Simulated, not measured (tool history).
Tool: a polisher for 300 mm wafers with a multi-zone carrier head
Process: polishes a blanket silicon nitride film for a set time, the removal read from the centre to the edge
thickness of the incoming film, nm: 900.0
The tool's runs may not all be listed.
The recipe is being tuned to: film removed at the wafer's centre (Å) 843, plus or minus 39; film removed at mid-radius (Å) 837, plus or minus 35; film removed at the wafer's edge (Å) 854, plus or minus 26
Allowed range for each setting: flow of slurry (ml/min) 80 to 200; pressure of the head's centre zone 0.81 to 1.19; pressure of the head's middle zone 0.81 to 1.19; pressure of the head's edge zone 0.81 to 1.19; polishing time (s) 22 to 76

run  hour  flow of slurry (ml/min)  pressure of the head's centre zone  pressure of the head's middle zone  pressure of the head's edge zone  polishing time (s)  film removed at the wafer's centre (Å)  film removed at mid-radius (Å)  film removed at the wafer's edge (Å)
  1     0                      130                                   1                                   1                                 1                  49                                  616.52                          616.72                                605.03
  2   6.3                      130                                   1                                   1                                 1                  42                                  525.52                          532.07                                514.98
  3  13.8                      135                                   1                                1.01                              1.02                  45                                  578.87                          569.87                                557.34
  4  19.2                      120                                   1                                1.01                              1.02                  45                                  549.93                           550.1                                559.86
  5  26.8                      120                                   1                                1.01                              1.02                  35                                   422.9                          438.52                                420.42
  6  30.8                      140                                   1                                1.01                              1.02                  35                                  448.33                          435.64                                437.59
  7  35.4                      140                                   1                                1.02                              1.03                  39                                  491.18                          496.48                                491.06
  8  44.1                      145                                1.01                                1.04                              1.05                  41                                  534.29                          545.87                                 517.5
  9  46.5                      145                                1.01                                1.04                              1.06                  44                                  573.32                          570.71                                558.43
 10  54.9                      170                                   1                                1.12                              1.16                  58                                  766.82                          846.63                                789.32
 11  62.1                      170                                   1                                1.11                              1.16                  58                                  739.92                          833.47                                807.89
 12  65.9                      170                                1.01                                 1.1                              1.16                  58                                  767.35                          825.16                                789.62
 13  74.6                      170                                1.01                                1.09                              1.16                  58                                   766.3                          807.47                                788.77

Consider the 5 candidate settings below. Which is the only one whose results all fall within their allowed miss of target?
  A  83.3                      150                                1.16                                1.08                              1.09                  56                                       ?                               ?                                     ?
  B  83.3                      170                                1.01                                1.02                              1.14                  59                                       ?                               ?                                     ?
  C  83.3                      185                                1.19                                1.14                              1.06                  52                                       ?                               ?                                     ?
  D  83.3                      160                                 0.9                                1.08                              1.19                  60                                       ?                               ?                                     ?
  E  83.3                      110                                1.09                                 1.1                              1.19                  66                                       ?                               ?                                     ?

move  film removed at the wafer's centre (Å)  film removed at mid-radius (Å)  film removed at the wafer's edge (Å)
   A                                  840.26                          774.37                                724.95
   B                                  790.62                          796.48                                795.71
   C                                  835.93                          782.43                                682.02
   D                                   707.2                          841.34                                820.12
   E                                  853.36                          859.38                                847.12
A: its largest miss is bigger than the last run's
B: closes in on the targets versus the last run, not all within tolerance yet
C: its largest miss is bigger than the last run's
D: its largest miss is bigger than the last run's
E: every result within its allowed miss
E meets every target.
